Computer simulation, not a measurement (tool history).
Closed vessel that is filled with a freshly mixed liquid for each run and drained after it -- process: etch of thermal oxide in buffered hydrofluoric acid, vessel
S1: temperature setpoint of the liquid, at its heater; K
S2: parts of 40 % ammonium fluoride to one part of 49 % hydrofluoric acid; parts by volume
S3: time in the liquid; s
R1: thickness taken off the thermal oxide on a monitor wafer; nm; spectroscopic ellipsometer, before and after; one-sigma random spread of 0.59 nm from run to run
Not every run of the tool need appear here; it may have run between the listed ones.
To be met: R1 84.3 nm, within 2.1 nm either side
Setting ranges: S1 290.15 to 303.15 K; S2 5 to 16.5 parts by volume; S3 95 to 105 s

| run | day | S1 | S2 | S3 | R1 |
|---|---|---|---|---|---|
| 1 | 0 | 295.15 | 10 | 95 | 97.573 |
| 2 | 0.054 | 292.15 | 10 | 95 | 80.518 |
| 3 | 0.321 | 290.15 | 10 | 95 | 72.727 |
| 4 | 0.454 | 290.65 | 10 | 95 | 74.323 |
| 5 | 0.779 | 291.15 | 10 | 95 | 76.425 |
| 6 | 0.946 | 291.15 | 7.5 | 95 | 100.1 |
| 7 | 1.154 | 290.65 | 8 | 95 | 89.205 |
| 8 | 1.367 | 290.65 | 8 | 95 | 90.286 |
| 9 | 1.646 | 290.15 | 8 | 95 | 86.951 |

Pick the move, out of 4, that brings all results within their allowed miss; only one does.
| A | 1.925 | 290.65 | 8.5 | 95 | ? |
| B | 1.925 | 290.65 | 8 | 95 | ? |
| C | 1.925 | 290.65 | 9.5 | 100 | ? |
| D | 1.925 | 291.15 | 8.5 | 100 | ? |

| move | R1 |
|---|---|
| A | 85.224 |
| B | 91.018 |
| C | 81.485 |
| D | 92.294 |
A: all results land within tolerance of their targets
B: the biggest miss grows against the last run
C: moves the result that the last run missed by most past its target, out the other side
D: the biggest miss grows against the last run
A meets every target.
